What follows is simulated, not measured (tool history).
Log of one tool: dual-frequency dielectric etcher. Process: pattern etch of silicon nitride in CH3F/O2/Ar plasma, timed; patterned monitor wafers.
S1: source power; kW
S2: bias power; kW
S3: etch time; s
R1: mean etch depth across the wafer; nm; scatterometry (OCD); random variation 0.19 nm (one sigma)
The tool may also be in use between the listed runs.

run  hour     S1     S2    S3      R1
  1   0.0  0.290  0.077  60.0  32.071
  2   7.3  0.290  0.066  60.0  29.636
  3  15.0  0.290  0.066  62.5  30.757
  4  17.2  0.310  0.070  62.5  32.773
  5  22.8  0.330  0.070  62.5  33.678
  6  28.6  0.330  0.070  62.5  33.708
  7  32.6  0.330  0.070  62.5  33.735
  8  41.2  0.350  0.072  62.5  34.947

Forecast run 9:
  9  45.8  0.360  0.073  62.5   ?

Run 9 gave R1 35.725 nm.
